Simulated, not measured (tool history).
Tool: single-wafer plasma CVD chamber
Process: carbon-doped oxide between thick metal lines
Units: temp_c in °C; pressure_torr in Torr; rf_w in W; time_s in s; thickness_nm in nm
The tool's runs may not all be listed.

run 1 hour=0 | temp_c=340 pressure_torr=5.56 rf_w=675 time_s=117 | thickness_nm=664.2
run 2 hour=1.2 | temp_c=340 pressure_torr=4.65 rf_w=675 time_s=117 | thickness_nm=646.11
run 3 hour=4.1 | temp_c=336 pressure_torr=4.76 rf_w=675 time_s=117 | thickness_nm=655.37
run 4 hour=11.2 | temp_c=336 pressure_torr=4.76 rf_w=630 time_s=117 | thickness_nm=620.72
run 5 hour=11.7 | temp_c=336 pressure_torr=4.76 rf_w=680 time_s=117 | thickness_nm=659.11
run 6 hour=16.9 | temp_c=333 pressure_torr=4.84 rf_w=680 time_s=117 | thickness_nm=664.13
run 7 hour=24.4 | temp_c=331 pressure_torr=4.93 rf_w=680 time_s=117 | thickness_nm=672.4
run 8 hour=32.7 | temp_c=329 pressure_torr=4.97 rf_w=680 time_s=117 | thickness_nm=680.67
run 9 hour=39.1 | temp_c=328 pressure_torr=4.99 rf_w=680 time_s=117 | thickness_nm=680.86
run 10 hour=40.1 | temp_c=327 pressure_torr=5.01 rf_w=680 time_s=117 | thickness_nm=688.49

Forecast run 11:
run 11 hour=44.4 | temp_c=327 pressure_torr=5.02 rf_w=680 time_s=117 | thickness_nm=?

Run 11 gave thickness_nm 686.15 nm.
